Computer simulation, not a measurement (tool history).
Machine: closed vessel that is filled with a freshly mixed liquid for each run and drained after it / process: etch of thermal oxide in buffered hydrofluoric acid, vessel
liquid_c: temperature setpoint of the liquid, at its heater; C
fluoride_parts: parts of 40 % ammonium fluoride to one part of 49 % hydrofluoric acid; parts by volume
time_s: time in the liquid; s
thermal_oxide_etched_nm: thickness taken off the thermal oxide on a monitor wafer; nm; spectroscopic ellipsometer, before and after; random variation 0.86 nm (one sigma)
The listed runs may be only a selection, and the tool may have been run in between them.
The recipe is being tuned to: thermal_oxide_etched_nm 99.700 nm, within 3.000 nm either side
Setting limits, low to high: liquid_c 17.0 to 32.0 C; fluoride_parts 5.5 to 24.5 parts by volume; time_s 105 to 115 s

run  hour  liquid_c  fluoride_parts  time_s  thermal_oxide_etched_nm
  1   0.0      24.0            15.0     105                   79.225
  2   7.0      24.5            15.0     105                   81.578
  3  13.5      24.5            13.0     105                   93.745
  4  20.5      23.0            13.0     105                   87.286
  5  24.1      23.5            13.0     105                   90.486
  6  25.9      23.5            14.5     105                   79.121
  7  33.2      24.0            14.5     105                   81.892
  8  37.4      24.0            14.5     105                   82.198

Consider the 4 candidate settings below. Which is the only one whose results all fall within their allowed miss of target?
  A  41.6      22.5            12.5     110                        ?
  B  41.6      25.0            15.0     110                        ?
  C  41.6      24.0            13.0     115                        ?
  D  41.6      24.0            13.5     110                        ?

move  thermal_oxide_etched_nm
   A                   91.917
   B                   88.130
   C                  100.400
   D                   92.552
A: closer than the last run, but not yet in spec
B: closer than the last run, but not yet in spec
C: every result lands within tolerance
D: closer than the last run, but not yet in spec
C meets every target.
